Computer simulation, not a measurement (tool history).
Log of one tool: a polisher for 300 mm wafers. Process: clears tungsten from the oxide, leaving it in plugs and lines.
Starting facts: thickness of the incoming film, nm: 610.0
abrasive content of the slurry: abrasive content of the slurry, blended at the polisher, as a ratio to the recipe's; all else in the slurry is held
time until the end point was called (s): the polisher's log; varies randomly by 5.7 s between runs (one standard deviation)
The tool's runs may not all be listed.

run,hour,flow of slurry (ml/min),pressure of the wafer on the pad (kPa),speed of the pad under the wafer (cm/s),abrasive content of the slurry,overpolish time after the end point (s),time until the end point was called (s)
1,0,250,30.3,94,1,4,139.4
2,6,250,30.3,94,1,4,138.68
3,10.1,250,27.6,90,1,4,157.75
4,13.9,225,27.6,90,1,4,161.06
5,22.9,225,25.5,88,1,4,177.18
6,27.4,225,23.4,86,1,4,191.34

The next listed run, before its measurement:
7,28.8,225,22.1,84,1,4,?

{"run 7": {"time until the end point was called (s)": 206.78}}

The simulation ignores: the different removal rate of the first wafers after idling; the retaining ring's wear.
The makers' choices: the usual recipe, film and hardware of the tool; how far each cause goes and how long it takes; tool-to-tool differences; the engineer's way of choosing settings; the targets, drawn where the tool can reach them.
